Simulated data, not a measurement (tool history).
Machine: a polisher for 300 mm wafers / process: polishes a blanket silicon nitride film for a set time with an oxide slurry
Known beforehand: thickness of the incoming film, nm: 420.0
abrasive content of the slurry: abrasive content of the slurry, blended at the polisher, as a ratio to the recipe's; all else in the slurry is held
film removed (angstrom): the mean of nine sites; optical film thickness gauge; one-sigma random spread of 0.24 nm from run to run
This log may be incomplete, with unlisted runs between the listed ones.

run,hour,flow of slurry (ml/min),pressure of the wafer on the pad (kPa),speed of the pad under the wafer (m/s),abrasive content of the slurry,polishing time (s),film removed (angstrom)
1,0.0,240,33.8,1.30,1.0,57,599.78
2,2.3,235,31.0,1.28,1.0,57,542.41
3,10.2,230,28.3,1.28,1.0,57,500.74
4,11.2,230,28.3,1.40,1.0,57,539.08
5,14.5,230,28.3,1.14,1.0,57,450.13
6,20.8,230,28.3,1.14,1.0,60,483.72
7,23.4,225,26.2,1.14,1.0,60,440.65
8,26.3,220,24.8,1.14,1.0,60,411.88
9,29.0,180,17.2,1.14,1.0,60,283.49
10,36.6,190,17.2,1.14,1.0,60,288.48
11,37.5,200,17.2,1.14,1.0,60,291.54

Predict the results of run 12:
12,42.2,210,17.2,1.14,1.0,60,?

Run 12 came out at film removed (angstrom) 294.81.
